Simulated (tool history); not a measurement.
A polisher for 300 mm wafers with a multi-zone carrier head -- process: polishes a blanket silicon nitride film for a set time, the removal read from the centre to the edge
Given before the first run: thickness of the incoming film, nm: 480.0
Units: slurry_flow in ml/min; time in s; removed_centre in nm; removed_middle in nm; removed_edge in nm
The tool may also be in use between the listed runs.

run	hour	slurry_flow	centre_zone	middle_zone	edge_zone	time	removed_centre	removed_middle	removed_edge
1	0	180	1	1	1	34	47.989	51.459	50.845
2	7	180	1.03	1	1	34	49.46	51.854	51.645
3	13.3	180	1.03	1	1	38	53.724	59.046	57.826
4	20.3	170	1.02	0.95	1.01	36	51.256	52.291	54.302
5	23.3	170	1.02	0.95	1.01	29	42.04	41.428	43.23
6	25.5	170	1.02	0.95	0.96	29	41.726	42.78	42.554
7	31.5	170	1.01	0.92	1	29	41.11	41.592	43.03
# hour 33.1: centre zone pressure recalibrated
8	33.1	165	1.02	0.9	1.04	29	44.569	40.558	44.397

What will run 9 give?
9	40	155	0.99	0.88	1.06	29	?	?	?

{"run 9": {"removed_centre": 42.963, "removed_middle": 39.316, "removed_edge": 44.221}}
